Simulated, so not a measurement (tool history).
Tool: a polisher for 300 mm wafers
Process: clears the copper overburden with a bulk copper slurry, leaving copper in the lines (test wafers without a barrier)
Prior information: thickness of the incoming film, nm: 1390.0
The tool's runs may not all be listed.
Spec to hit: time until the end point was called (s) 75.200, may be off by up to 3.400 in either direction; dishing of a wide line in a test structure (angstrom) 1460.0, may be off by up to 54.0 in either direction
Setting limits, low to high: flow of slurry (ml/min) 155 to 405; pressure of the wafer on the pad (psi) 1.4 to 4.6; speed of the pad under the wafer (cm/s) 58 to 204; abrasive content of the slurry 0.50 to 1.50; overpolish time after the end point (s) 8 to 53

run,hour,flow of slurry (ml/min),pressure of the wafer on the pad (psi),speed of the pad under the wafer (cm/s),abrasive content of the slurry,overpolish time after the end point (s),time until the end point was called (s),dishing of a wide line in a test structure (angstrom)
1,0.0,260,3.0,130,1.00,27,90.329,1367.2
2,8.0,260,3.1,130,1.00,27,85.716,1397.9
3,14.8,260,3.1,118,1.00,27,98.335,1349.9
4,17.6,260,3.2,118,1.00,26,92.015,1340.7
5,20.6,260,3.2,118,0.90,26,94.142,1365.6
6,22.0,260,3.3,118,0.90,25,92.451,1376.1
7,27.5,260,3.4,118,0.90,24,87.338,1372.9
8,28.5,260,3.5,118,0.90,24,87.021,1414.0
9,36.2,260,3.6,118,0.90,23,84.722,1383.2
10,37.3,260,3.7,118,0.90,23,82.361,1386.8
11,45.7,260,3.8,118,0.90,23,81.629,1463.4
12,54.5,260,3.8,118,0.90,22,80.110,1415.2

Exactly one of the 5 candidate moves below puts every result within its allowed miss. Which one?
A,63.3,325,4.4,112,0.65,21,?,?
B,63.3,240,3.8,116,0.90,30,?,?
C,63.3,250,3.6,116,1.00,21,?,?
D,63.3,215,3.9,122,1.20,28,?,?
E,63.3,200,4.2,110,0.60,24,?,?

move,time until the end point was called (s),dishing of a wide line in a test structure (angstrom)
A,73.741,1463.2
B,81.044,1552.1
C,83.714,1334.6
D,72.923,1577.9
E,83.584,1455.1
A: all results in spec
B: misses by more than the last run did
C: misses by more than the last run did
D: brings the result that was furthest off to its target, and leaves another outside
E: misses by more than the last run did
Correct choice: A, which meets every target
